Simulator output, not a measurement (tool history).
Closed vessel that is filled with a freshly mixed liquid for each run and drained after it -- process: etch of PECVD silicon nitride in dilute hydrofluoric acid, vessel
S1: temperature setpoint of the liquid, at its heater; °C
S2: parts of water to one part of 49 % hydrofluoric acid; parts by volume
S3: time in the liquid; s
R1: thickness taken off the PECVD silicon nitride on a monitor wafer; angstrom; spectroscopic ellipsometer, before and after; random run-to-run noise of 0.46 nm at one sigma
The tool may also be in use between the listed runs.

{"run": 1, "hour": 0.0, "S1": 26, "S2": 155, "S3": 2805, "R1": 355.89}
{"run": 2, "hour": 4.7, "S1": 26, "S2": 155, "S3": 2805, "R1": 347.64}
{"run": 3, "hour": 8.4, "S1": 26, "S2": 190, "S3": 2805, "R1": 290.36}
{"run": 4, "hour": 14.7, "S1": 27, "S2": 185, "S3": 2805, "R1": 308.28}
{"run": 5, "hour": 22.6, "S1": 28, "S2": 180, "S3": 2805, "R1": 340.47}
{"run": 6, "hour": 24.6, "S1": 28, "S2": 225, "S3": 2805, "R1": 272.58}
{"run": 7, "hour": 30.3, "S1": 28.5, "S2": 220, "S3": 2805, "R1": 292.79}

For run 8, what comes out?
{"run": 8, "hour": 39.5, "S1": 29, "S2": 215, "S3": 2805, "R1": "?"}

Run 8 yielded R1 307.62 angstrom.
